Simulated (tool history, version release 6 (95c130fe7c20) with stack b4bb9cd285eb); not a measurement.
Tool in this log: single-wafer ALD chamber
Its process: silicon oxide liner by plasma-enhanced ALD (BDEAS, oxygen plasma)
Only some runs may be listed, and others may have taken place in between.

run  hour  heater temperature setpoint (°C)  number of ALD cycles (cycles)  mean film thickness on the monitor wafer (Å)
  1   0.0                               315                             44                                        42.394
  2   6.1                               315                             40                                        38.826
  3   8.4                               314                             45                                        43.935
  4  10.3                               319                             45                                        43.717
  5  12.3                               319                             48                                        46.577
  6  17.0                               324                             48                                        46.161

Run 7 comes next. What will it give?
  7  23.4                               324                             48                                             ?

Run 7 produced mean film thickness on the monitor wafer (Å) 46.583.

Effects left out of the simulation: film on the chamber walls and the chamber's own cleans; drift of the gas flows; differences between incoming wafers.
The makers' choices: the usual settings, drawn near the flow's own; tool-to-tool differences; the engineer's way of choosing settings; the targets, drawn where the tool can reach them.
